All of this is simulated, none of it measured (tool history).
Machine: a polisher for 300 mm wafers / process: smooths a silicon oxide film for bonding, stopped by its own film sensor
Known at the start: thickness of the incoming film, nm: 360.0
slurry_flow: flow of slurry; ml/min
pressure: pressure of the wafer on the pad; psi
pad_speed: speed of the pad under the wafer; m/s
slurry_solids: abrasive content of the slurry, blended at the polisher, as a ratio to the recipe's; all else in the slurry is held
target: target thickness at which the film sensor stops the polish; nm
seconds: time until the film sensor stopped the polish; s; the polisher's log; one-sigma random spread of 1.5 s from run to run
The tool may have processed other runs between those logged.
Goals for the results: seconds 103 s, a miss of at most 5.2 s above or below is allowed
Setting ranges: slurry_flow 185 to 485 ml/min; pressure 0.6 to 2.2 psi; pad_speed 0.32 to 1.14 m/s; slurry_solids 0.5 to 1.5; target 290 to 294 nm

run	hour	slurry_flow	pressure	pad_speed	slurry_solids	target	seconds
1	0	310	1.4	0.72	1	294	177.48
2	4.3	310	1.6	0.72	1	294	159.81
3	5.5	280	1.6	0.72	1	294	161.33
4	6.3	280	1.7	0.74	1	294	145.46
5	12	280	1.7	0.74	1	290	159.51
6	12.7	335	1.7	0.74	1	290	156.27
7	20.5	335	1.8	0.76	1	290	138.3
8	25.2	340	1.9	0.76	1	290	135.09

Which one of the following 5 next-run settings gets every result inside its allowed miss? There is exactly one.
A	29.9	450	2.1	0.84	1.35	294	?
B	29.9	360	1.9	0.92	1.1	294	?
C	29.9	260	2.1	0.64	1.1	290	?
D	29.9	340	1.9	0.52	0.9	290	?
E	29.9	375	1.8	0.48	1.1	290	?

move	seconds
A	93.805
B	104.5
C	139.19
D	189.05
E	195.6
A: carries the result that was furthest off beyond its target, to the other side
B: hits every target within its allowed miss
C: further off than the last run
D: further off than the last run
E: further off than the last run
So the answer is move B, the one that meets all the targets.
